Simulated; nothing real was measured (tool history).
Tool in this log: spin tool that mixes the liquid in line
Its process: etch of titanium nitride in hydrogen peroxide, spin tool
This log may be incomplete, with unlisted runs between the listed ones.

run,hour,temperature setpoint of the liquid (C),concentration of hydrogen peroxide in the mixed liquid (% by weight),time under the liquid (s),thickness taken off the titanium nitride on a monitor wafer (Å)
1,0.0,48.0,23.5,290,66.904
2,5.5,48.0,20.5,290,65.783
3,11.2,46.5,20.5,290,57.875
4,16.0,46.5,23.5,290,60.393
5,25.1,45.0,23.5,290,53.626
6,29.8,45.0,27.5,290,55.209
7,37.3,44.0,27.5,290,51.790
8,41.7,43.0,27.5,290,47.889

What does the tool deliver on the next run?
9,48.5,42.5,27.5,290,?

thickness taken off the titanium nitride on a monitor wafer (Å): 46.330

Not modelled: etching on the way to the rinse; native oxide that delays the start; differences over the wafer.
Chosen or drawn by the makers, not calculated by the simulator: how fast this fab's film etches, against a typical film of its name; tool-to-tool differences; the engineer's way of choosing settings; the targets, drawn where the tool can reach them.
